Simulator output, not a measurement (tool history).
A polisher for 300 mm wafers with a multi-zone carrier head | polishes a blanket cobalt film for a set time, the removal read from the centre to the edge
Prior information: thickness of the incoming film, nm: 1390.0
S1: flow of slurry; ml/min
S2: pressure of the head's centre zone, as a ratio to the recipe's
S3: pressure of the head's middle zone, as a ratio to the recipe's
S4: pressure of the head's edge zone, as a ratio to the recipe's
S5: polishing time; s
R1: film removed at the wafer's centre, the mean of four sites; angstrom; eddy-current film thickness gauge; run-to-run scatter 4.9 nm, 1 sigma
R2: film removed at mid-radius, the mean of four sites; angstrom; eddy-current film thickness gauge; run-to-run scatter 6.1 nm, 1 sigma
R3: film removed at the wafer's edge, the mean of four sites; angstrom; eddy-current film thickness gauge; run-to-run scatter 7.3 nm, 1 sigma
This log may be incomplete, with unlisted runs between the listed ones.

run 1 day=0.000 | S1=230 S2=1.00 S3=1.00 S4=1.00 S5=85 | R1=3831.5 R2=3771.7 R3=3699.1
run 2 day=0.112 | S1=230 S2=1.01 S3=1.01 S4=1.03 S5=91 | R1=4078.9 R2=3979.1 R3=4072.5
run 3 day=0.321 | S1=240 S2=1.03 S3=1.04 S4=1.05 S5=95 | R1=4402.9 R2=4489.6 R3=4234.0
run 4 day=0.525 | S1=240 S2=1.03 S3=1.04 S4=1.02 S5=95 | R1=4405.4 R2=4322.1 R3=4312.6
run 5 day=0.846 | S1=240 S2=1.03 S3=1.04 S4=1.02 S5=75 | R1=3463.5 R2=3564.6 R3=3367.1
run 6 day=1.088 | S1=260 S2=1.03 S3=1.04 S4=1.02 S5=75 | R1=3556.1 R2=3502.1 R3=3315.0
run 7 day=1.317 | S1=260 S2=1.03 S3=1.04 S4=1.02 S5=75 | R1=3475.6 R2=3522.6 R3=3413.8
run 8 day=1.679 | S1=275 S2=1.04 S3=1.05 S4=1.05 S5=83 | R1=3909.9 R2=4057.1 R3=3886.5
run 9 day=2.000 | S1=285 S2=1.07 S3=1.04 S4=1.08 S5=87 | R1=4231.1 R2=4147.3 R3=4098.0
run 10 day=2.204 | S1=295 S2=1.08 S3=1.04 S4=1.10 S5=91 | R1=4427.5 R2=4275.7 R3=4406.0
run 11 day=2.446 | S1=305 S2=1.10 S3=1.06 S4=1.12 S5=93 | R1=4700.3 R2=4401.6 R3=4330.8
run 12 day=2.721 | S1=315 S2=1.09 S3=1.06 S4=1.12 S5=96 | R1=4826.6 R2=4635.0 R3=4525.7
run 13 day=2.825 | S1=315 S2=1.08 S3=1.05 S4=1.13 S5=99 | R1=4955.2 R2=4717.4 R3=4748.1

What does the tool deliver on the next run?
run 14 day=3.133 | S1=315 S2=1.07 S3=1.05 S4=1.14 S5=101 | R1=? R2=? R3=?

R1: 5009.7 angstrom
R2: 4848.1 angstrom
R3: 4864.2 angstrom

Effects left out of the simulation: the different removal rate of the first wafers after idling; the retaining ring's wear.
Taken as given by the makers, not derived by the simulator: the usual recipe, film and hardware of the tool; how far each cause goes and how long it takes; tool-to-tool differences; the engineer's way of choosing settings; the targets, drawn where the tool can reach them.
